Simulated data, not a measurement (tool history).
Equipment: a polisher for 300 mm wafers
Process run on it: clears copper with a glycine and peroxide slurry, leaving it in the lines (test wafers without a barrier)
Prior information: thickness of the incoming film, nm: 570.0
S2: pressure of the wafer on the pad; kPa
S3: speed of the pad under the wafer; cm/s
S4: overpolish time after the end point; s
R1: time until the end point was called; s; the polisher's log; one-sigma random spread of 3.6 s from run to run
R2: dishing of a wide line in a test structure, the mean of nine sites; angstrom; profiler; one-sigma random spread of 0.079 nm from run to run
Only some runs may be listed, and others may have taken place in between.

run 1 day=0 | flow_of_slurry_(ml/min)=280 S2=13.1 S3=90 S4=10 | R1=162.03 R2=251.47
run 2 day=0.088 | flow_of_slurry_(ml/min)=280 S2=15.9 S3=90 S4=10 | R1=139.17 R2=293.25
run 3 day=0.329 | flow_of_slurry_(ml/min)=265 S2=13.8 S3=84 S4=9 | R1=169.77 R2=227.28
run 4 day=0.612 | flow_of_slurry_(ml/min)=265 S2=13.8 S3=84 S4=5 | R1=163.98 R2=132.15
run 5 day=0.779 | flow_of_slurry_(ml/min)=265 S2=13.8 S3=84 S4=8 | R1=160.56 R2=203.53
run 6 day=0.833 | flow_of_slurry_(ml/min)=265 S2=10.3 S3=84 S4=8 | R1=203.57 R2=166.81
run 7 day=0.9 | flow_of_slurry_(ml/min)=300 S2=9.7 S3=78 S4=7 | R1=217.24 R2=134.88
run 8 day=0.962 | flow_of_slurry_(ml/min)=330 S2=9.7 S3=70 S4=6 | R1=232.18 R2=109.25

Run 9 is up next; what results do you expect?
run 9 day=1.333 | flow_of_slurry_(ml/min)=350 S2=9.7 S3=64 S4=5 | R1=? R2=?

{"run 9": {"R1": 247.92, "R2": 86.267}}

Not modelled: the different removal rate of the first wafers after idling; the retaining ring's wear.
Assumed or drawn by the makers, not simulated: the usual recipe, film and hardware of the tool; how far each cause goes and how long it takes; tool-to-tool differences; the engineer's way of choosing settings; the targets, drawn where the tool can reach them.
